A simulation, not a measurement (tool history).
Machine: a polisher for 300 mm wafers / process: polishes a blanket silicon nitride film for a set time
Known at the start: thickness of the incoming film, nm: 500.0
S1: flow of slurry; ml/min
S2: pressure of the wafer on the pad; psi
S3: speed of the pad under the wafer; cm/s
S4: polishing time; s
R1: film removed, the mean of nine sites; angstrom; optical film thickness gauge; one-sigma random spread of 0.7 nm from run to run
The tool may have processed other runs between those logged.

run 1 hour=0.0 | S1=235 S2=3.9 S3=100 S4=31 | R1=487.64
run 2 hour=2.2 | S1=235 S2=3.9 S3=112 S4=31 | R1=526.88
run 3 hour=4.9 | S1=235 S2=3.5 S3=112 S4=31 | R1=477.11
run 4 hour=11.0 | S1=235 S2=3.0 S3=112 S4=31 | R1=437.37
run 5 hour=16.6 | S1=235 S2=3.0 S3=112 S4=31 | R1=439.92
run 6 hour=23.0 | S1=235 S2=3.4 S3=114 S4=31 | R1=485.04
run 7 hour=30.7 | S1=235 S2=3.7 S3=114 S4=31 | R1=517.02
run 8 hour=31.7 | S1=235 S2=3.9 S3=114 S4=31 | R1=536.03
run 9 hour=35.7 | S1=235 S2=4.1 S3=114 S4=31 | R1=550.70
run 10 hour=40.2 | S1=235 S2=4.2 S3=114 S4=31 | R1=550.39

The next listed run, before its measurement:
run 11 hour=47.1 | S1=235 S2=4.3 S3=114 S4=31 | R1=?

For run 11 the tool returned R1 567.54 angstrom.
